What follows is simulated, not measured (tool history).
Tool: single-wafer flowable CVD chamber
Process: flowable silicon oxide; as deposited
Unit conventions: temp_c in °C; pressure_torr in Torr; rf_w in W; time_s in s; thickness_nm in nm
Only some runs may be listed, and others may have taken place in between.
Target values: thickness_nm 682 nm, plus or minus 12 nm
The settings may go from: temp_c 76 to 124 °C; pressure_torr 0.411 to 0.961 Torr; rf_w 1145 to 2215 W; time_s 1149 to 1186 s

run	day	temp_c	pressure_torr	rf_w	time_s	thickness_nm
1	0	100	0.686	1680	1149	542
2	0.192	98	0.686	1680	1149	574.22
3	0.308	98	0.686	1770	1149	582.7
4	0.475	104	0.686	1770	1149	489.91
5	0.504	104	0.686	1770	1149	489.77
6	0.771	104	0.686	1575	1149	472.22
7	0.921	100	0.686	1575	1149	537.05
8	1.004	97	0.686	1575	1149	581.78

Pick the move, out of 4, that brings all results within their allowed miss; only one does.
A	1.088	101	0.653	1605	1149	?
B	1.088	100	0.689	1410	1149	?
C	1.088	95	0.544	1660	1186	?
D	1.088	89	0.627	1685	1149	?

move	thickness_nm
A	495.67
B	515.53
C	517.1
D	686.31
A: the biggest miss grows against the last run
B: the biggest miss grows against the last run
C: the biggest miss grows against the last run
D: all results land within tolerance of their targets
Move D is the one to make.
